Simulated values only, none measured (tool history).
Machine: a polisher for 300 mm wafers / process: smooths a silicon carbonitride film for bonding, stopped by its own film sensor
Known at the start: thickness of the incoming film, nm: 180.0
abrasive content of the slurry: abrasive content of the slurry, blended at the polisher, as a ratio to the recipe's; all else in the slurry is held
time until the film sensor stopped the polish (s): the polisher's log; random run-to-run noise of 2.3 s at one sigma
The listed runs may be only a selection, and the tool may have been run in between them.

run	hour	flow of slurry (ml/min)	pressure of the wafer on the pad (kPa)	speed of the pad under the wafer (cm/s)	abrasive content of the slurry	target thickness at which the film sensor stops the polish (nm)	time until the film sensor stopped the polish (s)
1	0	260	13.8	96	1	140	199.37
2	6.7	260	13.8	86	1	140	217.87
3	13.7	260	15.2	90	1	140	194.18
4	15.6	225	15.2	90	1	140	193.79
5	17.5	225	15.2	76	1	140	224.04
6	23.7	180	15.2	76	1	140	228.5

Expected results for the next run?
7	29.2	180	16.5	82	1	140	?

{"run 7": {"time until the film sensor stopped the polish (s)": 194.07}}
